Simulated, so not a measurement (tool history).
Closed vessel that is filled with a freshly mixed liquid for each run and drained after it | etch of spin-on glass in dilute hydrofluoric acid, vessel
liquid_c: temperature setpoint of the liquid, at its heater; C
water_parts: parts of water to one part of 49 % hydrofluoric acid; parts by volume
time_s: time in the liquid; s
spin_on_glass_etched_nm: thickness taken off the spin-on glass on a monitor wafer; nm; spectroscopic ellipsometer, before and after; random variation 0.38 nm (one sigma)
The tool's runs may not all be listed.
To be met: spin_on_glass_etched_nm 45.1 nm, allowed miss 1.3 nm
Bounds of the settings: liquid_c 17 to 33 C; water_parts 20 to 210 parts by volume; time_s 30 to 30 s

run  hour  liquid_c  water_parts  time_s  spin_on_glass_etched_nm
  1     0        25          115      30                   13.108
  2   5.6        26          100      30                   15.973
  3    13        27           90      30                   18.586
  4  19.9      25.5           90      30                   17.256
  5  27.2        24           90      30                   16.579
     28.8  -- hydrofluoric acid flow meter replaced
  6  28.8        24           90      30                   14.882
  7  31.3        28           40      30                   41.676
  8  39.5      28.5           40      30                   42.143
  9  43.4        29           40      30                   43.523

Which of these 4 next moves meets every target?
  A  47.3      30.5           45      30                        ?
  B  47.3      28.5           35      30                        ?
  C  47.3        30           40      30                        ?
  D  47.3        25           30      30                        ?

move  spin_on_glass_etched_nm
   A                    40.49
   B                   48.825
   C                   45.013
   D                   49.723
A: further off than the last run
B: takes the result that was furthest off past its target
C: meets every target
D: takes the result that was furthest off past its target
Answer: C
